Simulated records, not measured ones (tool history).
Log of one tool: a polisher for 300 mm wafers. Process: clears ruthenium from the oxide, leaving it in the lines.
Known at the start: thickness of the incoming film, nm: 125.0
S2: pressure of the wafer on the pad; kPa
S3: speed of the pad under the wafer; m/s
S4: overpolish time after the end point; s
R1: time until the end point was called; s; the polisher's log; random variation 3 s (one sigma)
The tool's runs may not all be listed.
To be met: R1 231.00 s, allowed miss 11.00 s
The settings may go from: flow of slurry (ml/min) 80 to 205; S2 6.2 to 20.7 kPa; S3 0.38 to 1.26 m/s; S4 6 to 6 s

{"run": 1, "hour": 0.0, "flow of slurry (ml/min)": 135, "S2": 13.1, "S3": 0.82, "S4": 6, "R1": 145.3}
{"run": 2, "hour": 2.0, "flow of slurry (ml/min)": 135, "S2": 11.7, "S3": 0.82, "S4": 6, "R1": 159.78}
{"run": 3, "hour": 3.0, "flow of slurry (ml/min)": 135, "S2": 10.3, "S3": 0.82, "S4": 6, "R1": 181.15}
{"run": 4, "hour": 3.6, "flow of slurry (ml/min)": 135, "S2": 9.7, "S3": 0.82, "S4": 6, "R1": 185.46}
{"run": 5, "hour": 9.5, "flow of slurry (ml/min)": 155, "S2": 9.7, "S3": 0.82, "S4": 6, "R1": 186.47}
{"run": 6, "hour": 18.4, "flow of slurry (ml/min)": 155, "S2": 9.7, "S3": 0.82, "S4": 6, "R1": 186.67}
{"run": 7, "hour": 23.5, "flow of slurry (ml/min)": 155, "S2": 9.0, "S3": 0.82, "S4": 6, "R1": 203.5}
{"run": 8, "hour": 25.7, "flow of slurry (ml/min)": 155, "S2": 8.3, "S3": 0.82, "S4": 6, "R1": 216.79}

Which of these 4 next moves meets every target?
{"run": "A", "hour": 27.9, "flow of slurry (ml/min)": 135, "S2": 9.0, "S3": 0.84, "S4": 6, "R1": "?"}
{"run": "B", "hour": 27.9, "flow of slurry (ml/min)": 115, "S2": 10.3, "S3": 0.74, "S4": 6, "R1": "?"}
{"run": "C", "hour": 27.9, "flow of slurry (ml/min)": 175, "S2": 7.6, "S3": 0.74, "S4": 6, "R1": "?"}
{"run": "D", "hour": 27.9, "flow of slurry (ml/min)": 150, "S2": 6.2, "S3": 1.0, "S4": 6, "R1": "?"}

move=A R1=202.38
move=B R1=208.31
move=C R1=253.44
move=D R1=230.83
A: further off than the last run
B: further off than the last run
C: takes the result that was furthest off past its target
D: meets every target
Move D is the one to make.
